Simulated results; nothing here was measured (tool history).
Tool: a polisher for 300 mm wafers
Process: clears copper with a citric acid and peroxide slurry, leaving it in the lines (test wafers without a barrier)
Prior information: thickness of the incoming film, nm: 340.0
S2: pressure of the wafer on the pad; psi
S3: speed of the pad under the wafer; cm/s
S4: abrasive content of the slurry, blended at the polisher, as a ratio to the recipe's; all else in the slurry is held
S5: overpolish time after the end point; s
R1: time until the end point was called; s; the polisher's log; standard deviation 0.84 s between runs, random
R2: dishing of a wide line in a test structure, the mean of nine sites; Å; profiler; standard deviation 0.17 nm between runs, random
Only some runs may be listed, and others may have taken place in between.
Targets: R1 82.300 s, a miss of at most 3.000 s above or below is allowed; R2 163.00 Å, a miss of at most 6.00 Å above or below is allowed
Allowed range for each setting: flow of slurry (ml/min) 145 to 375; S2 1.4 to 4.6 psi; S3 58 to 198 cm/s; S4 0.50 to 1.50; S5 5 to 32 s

Run 1, hour 0.0: flow of slurry (ml/min) 240, S2 3.0 psi, S3 128 cm/s, S4 1.00, S5 16 s. Result: R1 111.120 s, R2 348.78 Å.
Run 2, hour 7.7: flow of slurry (ml/min) 240, S2 2.9 psi, S3 132 cm/s, S4 1.00, S5 14 s. Result: R1 111.610 s, R2 315.93 Å.
Run 3, hour 9.9: flow of slurry (ml/min) 240, S2 2.4 psi, S3 132 cm/s, S4 1.00, S5 14 s. Result: R1 131.230 s, R2 273.48 Å.
Run 4, hour 12.5: flow of slurry (ml/min) 275, S2 2.4 psi, S3 132 cm/s, S4 1.00, S5 14 s. Result: R1 130.290 s, R2 270.75 Å.
Run 5, hour 13.5: flow of slurry (ml/min) 275, S2 2.4 psi, S3 132 cm/s, S4 0.85, S5 14 s. Result: R1 135.080 s, R2 265.94 Å.
Run 6, hour 17.6: flow of slurry (ml/min) 230, S2 2.4 psi, S3 132 cm/s, S4 0.85, S5 14 s. Result: R1 137.970 s, R2 257.04 Å.
Run 7, hour 20.1: flow of slurry (ml/min) 215, S2 2.5 psi, S3 136 cm/s, S4 0.80, S5 13 s. Result: R1 129.990 s, R2 254.85 Å.
Run 8, hour 25.4: flow of slurry (ml/min) 205, S2 2.6 psi, S3 140 cm/s, S4 0.75, S5 12 s. Result: R1 125.460 s, R2 241.57 Å.
Run 9, hour 28.9: flow of slurry (ml/min) 205, S2 2.6 psi, S3 140 cm/s, S4 0.75, S5 12 s. Result: R1 129.230 s, R2 242.85 Å.
Run 10, hour 37.0: flow of slurry (ml/min) 195, S2 2.7 psi, S3 144 cm/s, S4 0.70, S5 11 s. Result: R1 124.170 s, R2 233.31 Å.
Run 11, hour 40.8: flow of slurry (ml/min) 185, S2 2.8 psi, S3 150 cm/s, S4 0.65, S5 10 s. Result: R1 119.260 s, R2 223.33 Å.
Run 12, hour 42.8: flow of slurry (ml/min) 145, S2 2.9 psi, S3 186 cm/s, S4 0.50, S5 5 s. Result: R1 107.730 s, R2 126.87 Å.
Run 13, hour 49.1: flow of slurry (ml/min) 160, S2 3.0 psi, S3 188 cm/s, S4 0.50, S5 5 s. Result: R1 103.120 s, R2 132.24 Å.

Which one of the following 4 next-run settings gets every result inside its allowed miss? There is exactly one.
Run A, hour 55.4: flow of slurry (ml/min) 145, S2 4.0 psi, S3 198 cm/s, S4 0.50, S5 5 s. Result: R1 ?, R2 ?.
Run B, hour 55.4: flow of slurry (ml/min) 155, S2 3.2 psi, S3 198 cm/s, S4 0.55, S5 5 s. Result: R1 ?, R2 ?.
Run C, hour 55.4: flow of slurry (ml/min) 210, S2 3.5 psi, S3 184 cm/s, S4 0.75, S5 5 s. Result: R1 ?, R2 ?.
Run D, hour 55.4: flow of slurry (ml/min) 165, S2 2.3 psi, S3 172 cm/s, S4 0.60, S5 8 s. Result: R1 ?, R2 ?.

move       R1      R2
   A   78.017  175.78
   B   92.314  149.49
   C   81.959  167.49
   D  131.500  165.93
A: takes the result that was furthest off past its target
B: closes in on the targets versus the last run, not all within tolerance yet
C: all results land within tolerance of their targets
D: further off than the last run
Answer: C

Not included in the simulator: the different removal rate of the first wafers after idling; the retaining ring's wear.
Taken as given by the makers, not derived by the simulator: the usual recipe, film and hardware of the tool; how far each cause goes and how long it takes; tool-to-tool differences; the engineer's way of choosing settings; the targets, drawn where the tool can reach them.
